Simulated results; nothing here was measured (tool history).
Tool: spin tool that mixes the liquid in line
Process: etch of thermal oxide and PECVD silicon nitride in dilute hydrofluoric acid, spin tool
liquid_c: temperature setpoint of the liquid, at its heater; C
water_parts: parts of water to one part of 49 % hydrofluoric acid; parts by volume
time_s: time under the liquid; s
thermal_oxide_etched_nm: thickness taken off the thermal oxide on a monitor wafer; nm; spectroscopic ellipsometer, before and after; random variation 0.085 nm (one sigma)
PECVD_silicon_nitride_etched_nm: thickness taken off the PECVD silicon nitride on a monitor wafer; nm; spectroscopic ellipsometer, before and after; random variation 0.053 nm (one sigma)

| run | hour | liquid_c | water_parts | time_s | thermal_oxide_etched_nm | PECVD_silicon_nitride_etched_nm |
|---|---|---|---|---|---|---|
| 1 | 0.0 | 20 | 175 | 180 | 3.4779 | 1.42160 |
| 2 | 1.1 | 20 | 175 | 110 | 2.1584 | 0.87108 |
| 3 | 5.2 | 20 | 145 | 110 | 2.6660 | 1.04670 |
| 4 | 7.8 | 20 | 125 | 130 | 3.7776 | 1.44490 |
| 5 | 9.3 | 20 | 110 | 140 | 4.6583 | 1.75910 |
|  | 11.0 | thermometer replaced |
| 6 | 11.0 | 20 | 110 | 100 | 3.4758 | 1.35350 |

The next listed run, before its measurement:
| 7 | 12.7 | 20 | 110 | 100 | ? | ? |

thermal_oxide_etched_nm: 3.4790 nm
PECVD_silicon_nitride_etched_nm: 1.32510 nm
